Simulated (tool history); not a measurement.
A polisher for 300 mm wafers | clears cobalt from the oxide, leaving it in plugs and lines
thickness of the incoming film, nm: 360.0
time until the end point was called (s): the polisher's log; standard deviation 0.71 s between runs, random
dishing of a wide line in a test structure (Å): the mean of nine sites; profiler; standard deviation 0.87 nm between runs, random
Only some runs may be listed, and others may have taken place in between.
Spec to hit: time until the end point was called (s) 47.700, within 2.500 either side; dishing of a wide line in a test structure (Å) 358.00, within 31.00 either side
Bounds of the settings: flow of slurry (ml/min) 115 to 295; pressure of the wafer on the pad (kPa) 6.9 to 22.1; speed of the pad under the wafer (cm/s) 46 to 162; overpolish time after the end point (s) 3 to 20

run,hour,flow of slurry (ml/min),pressure of the wafer on the pad (kPa),speed of the pad under the wafer (cm/s),overpolish time after the end point (s),time until the end point was called (s),dishing of a wide line in a test structure (Å)
1,0.0,190,14.5,104,10,66.473,278.18
2,9.0,190,15.2,104,10,64.559,285.48
3,17.0,190,15.9,104,10,64.207,290.88
4,23.2,190,15.9,80,10,78.702,266.58
5,26.6,190,15.9,62,10,95.210,243.44
6,32.4,190,15.9,46,10,121.100,207.21
7,39.2,190,16.5,50,10,113.400,206.64
8,40.8,190,17.2,56,11,97.848,249.90
9,46.2,200,21.4,84,9,62.424,287.92

Pick the move, out of 5, that brings all results within their allowed miss; only one does.
A,51.6,115,22.1,66,19,?,?
B,51.6,225,22.1,124,7,?,?
C,51.6,115,22.1,122,14,?,?
D,51.6,220,19.3,54,11,?,?
E,51.6,195,21.4,76,14,?,?

move,time until the end point was called (s),dishing of a wide line in a test structure (Å)
A,82.093,325.55
B,42.222,289.88
C,48.668,339.88
D,93.060,248.85
E,67.095,315.64
A: further off than the last run
B: pushes the last run's worst result past its target
C: all results land within tolerance of their targets
D: further off than the last run
E: further off than the last run
Correct choice: C, which meets every target

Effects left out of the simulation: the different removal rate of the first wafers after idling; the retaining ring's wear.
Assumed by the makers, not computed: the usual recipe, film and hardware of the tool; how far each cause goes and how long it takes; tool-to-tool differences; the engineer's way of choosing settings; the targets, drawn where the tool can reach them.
